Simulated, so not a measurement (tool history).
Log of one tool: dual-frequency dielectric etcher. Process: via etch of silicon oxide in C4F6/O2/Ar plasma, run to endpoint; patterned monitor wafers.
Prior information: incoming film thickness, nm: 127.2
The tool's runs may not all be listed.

{"run": 1, "day": 0.0, "bias power (W)": 468, "source power (W)": 310, "Ar flow (sccm)": 285, "endpoint time (s)": 32.517}
{"run": 2, "day": 0.321, "bias power (W)": 424, "source power (W)": 310, "Ar flow (sccm)": 285, "endpoint time (s)": 34.278}
{"run": 3, "day": 0.525, "bias power (W)": 382, "source power (W)": 300, "Ar flow (sccm)": 287, "endpoint time (s)": 36.56}
{"run": 4, "day": 0.871, "bias power (W)": 352, "source power (W)": 300, "Ar flow (sccm)": 287, "endpoint time (s)": 38.077}
{"run": 5, "day": 1.183, "bias power (W)": 334, "source power (W)": 300, "Ar flow (sccm)": 287, "endpoint time (s)": 39.099}
{"run": 6, "day": 1.45, "bias power (W)": 334, "source power (W)": 300, "Ar flow (sccm)": 242, "endpoint time (s)": 38.522}
{"run": 7, "day": 1.783, "bias power (W)": 318, "source power (W)": 300, "Ar flow (sccm)": 242, "endpoint time (s)": 39.78}

Estimate the outcome of run 8 from the log above:
{"run": 8, "day": 1.946, "bias power (W)": 310, "source power (W)": 300, "Ar flow (sccm)": 242, "endpoint time (s)": "?"}

{"run 8": {"endpoint time (s)": 40.381}}
